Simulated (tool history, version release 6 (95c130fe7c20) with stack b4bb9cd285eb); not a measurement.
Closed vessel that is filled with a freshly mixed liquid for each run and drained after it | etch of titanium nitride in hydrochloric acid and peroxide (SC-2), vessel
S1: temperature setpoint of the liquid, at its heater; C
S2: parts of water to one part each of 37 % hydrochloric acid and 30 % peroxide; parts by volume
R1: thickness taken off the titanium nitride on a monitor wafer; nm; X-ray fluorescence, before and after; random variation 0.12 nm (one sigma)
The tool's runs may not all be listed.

run 1 day=0 | S1=61 S2=8.5 time_in_the_liquid_(s)=550 | R1=24.72
run 2 day=0.358 | S1=61 S2=8.5 time_in_the_liquid_(s)=550 | R1=24.696
run 3 day=0.675 | S1=61.5 S2=8.5 time_in_the_liquid_(s)=550 | R1=25.468
run 4 day=0.954 | S1=61.5 S2=8.5 time_in_the_liquid_(s)=550 | R1=25.573
run 5 day=1.183 | S1=61.5 S2=10 time_in_the_liquid_(s)=550 | R1=22.208
run 6 day=1.308 | S1=62.5 S2=10 time_in_the_liquid_(s)=550 | R1=23.768
run 7 day=1.525 | S1=63 S2=10 time_in_the_liquid_(s)=550 | R1=24.606
run 8 day=1.883 | S1=63.5 S2=10 time_in_the_liquid_(s)=550 | R1=25.335

Forecast run 9:
run 9 day=2.042 | S1=64 S2=10 time_in_the_liquid_(s)=550 | R1=?

Run 9 gave R1 26.058 nm.

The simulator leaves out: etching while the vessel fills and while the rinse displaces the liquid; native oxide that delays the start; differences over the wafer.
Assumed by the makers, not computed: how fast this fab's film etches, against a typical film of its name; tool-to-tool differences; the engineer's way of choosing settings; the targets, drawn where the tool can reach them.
